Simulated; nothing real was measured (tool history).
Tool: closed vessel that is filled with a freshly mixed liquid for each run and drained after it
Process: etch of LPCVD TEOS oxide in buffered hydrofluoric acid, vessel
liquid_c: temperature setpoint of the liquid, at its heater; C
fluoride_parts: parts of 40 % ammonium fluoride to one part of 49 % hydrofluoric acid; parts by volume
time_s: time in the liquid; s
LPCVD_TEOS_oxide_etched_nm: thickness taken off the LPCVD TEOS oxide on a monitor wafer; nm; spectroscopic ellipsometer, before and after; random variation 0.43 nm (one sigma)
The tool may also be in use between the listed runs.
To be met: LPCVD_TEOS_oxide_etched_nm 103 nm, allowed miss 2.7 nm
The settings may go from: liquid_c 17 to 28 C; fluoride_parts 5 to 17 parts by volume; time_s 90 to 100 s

run	hour	liquid_c	fluoride_parts	time_s	LPCVD_TEOS_oxide_etched_nm
1	0	20	10.5	90	141.69
2	3.2	20	9	90	159.01
3	11.5	20	6.5	90	222.49
4	14.9	19.5	7.5	90	187.86
5	16.8	19.5	7.5	100	209.22
6	20.9	19.5	7.5	100	209.11
# hour 26.3: thermometer replaced
7	26.3	19	8.5	100	164.24
8	31.7	18.5	9	100	151.5
9	32.6	18.5	9.5	100	145.43
10	38.1	18.5	10	100	140.05
11	47.4	17	13	100	99.903

Which of these 4 next moves meets every target?
A	56.7	19	13.5	95	?
B	56.7	17.5	13	95	?
C	56.7	18	12.5	100	?
D	56.7	18.5	13	100	?

move	LPCVD_TEOS_oxide_etched_nm
A	102.12
B	97.337
C	109.55
D	108.45
A: meets every target
B: further off than the last run
C: takes the result that was furthest off past its target
D: takes the result that was furthest off past its target
The right move is A.

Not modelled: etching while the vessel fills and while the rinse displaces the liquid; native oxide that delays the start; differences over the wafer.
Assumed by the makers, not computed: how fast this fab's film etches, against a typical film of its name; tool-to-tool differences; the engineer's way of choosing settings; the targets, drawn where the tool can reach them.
